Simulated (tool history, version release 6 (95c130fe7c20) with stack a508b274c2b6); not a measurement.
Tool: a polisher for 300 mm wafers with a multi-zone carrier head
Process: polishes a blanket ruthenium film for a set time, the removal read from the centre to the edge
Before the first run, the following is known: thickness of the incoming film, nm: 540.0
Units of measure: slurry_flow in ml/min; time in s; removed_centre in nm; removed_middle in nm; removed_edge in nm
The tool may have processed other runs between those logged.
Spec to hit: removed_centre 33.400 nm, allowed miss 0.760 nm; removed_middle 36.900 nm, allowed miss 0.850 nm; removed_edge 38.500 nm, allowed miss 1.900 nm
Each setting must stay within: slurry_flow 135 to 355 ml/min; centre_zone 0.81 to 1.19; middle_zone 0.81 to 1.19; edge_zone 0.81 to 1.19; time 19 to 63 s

run,hour,slurry_flow,centre_zone,middle_zone,edge_zone,time,removed_centre,removed_middle,removed_edge
1,0.0,225,1.00,1.00,1.00,41,45.904,44.777,43.513
2,8.8,225,0.96,1.00,1.00,41,43.865,45.135,43.308
3,10.4,200,0.96,1.00,1.00,41,43.147,44.113,43.333
4,13.1,195,0.94,0.99,0.99,41,42.131,43.237,43.141
5,13.9,215,0.94,0.99,0.99,41,42.922,44.603,43.097
6,22.0,210,0.93,0.98,0.99,41,42.270,43.888,43.703
7,29.6,205,0.92,0.97,0.98,40,40.705,41.682,42.776
8,36.1,160,0.82,0.96,0.88,37,32.440,36.947,37.057
9,39.3,160,0.82,0.96,0.89,37,32.024,37.145,36.730
10,43.3,180,0.85,0.91,0.96,38,35.164,37.224,39.695
11,44.8,175,0.85,0.91,0.96,38,34.655,36.994,39.688

Consider the 5 candidate settings below. Which is the only one whose results all fall within their allowed miss of target?
A,46.3,140,0.95,0.96,1.00,38,?,?,?
B,46.3,145,0.95,0.98,1.00,37,?,?,?
C,46.3,200,0.91,0.97,0.96,36,?,?,?
D,46.3,140,0.86,0.95,1.00,38,?,?,?
E,46.3,215,0.86,0.88,0.94,37,?,?,?

move,removed_centre,removed_middle,removed_edge
A,36.603,36.411,38.235
B,35.995,36.282,37.448
C,36.222,37.359,37.645
D,33.520,36.161,38.239
E,35.848,36.305,38.787
A: moves away from the targets compared with the last run
B: moves away from the targets compared with the last run
C: moves away from the targets compared with the last run
D: each result inside its tolerance
E: moves away from the targets compared with the last run
The move that meets every target is D.
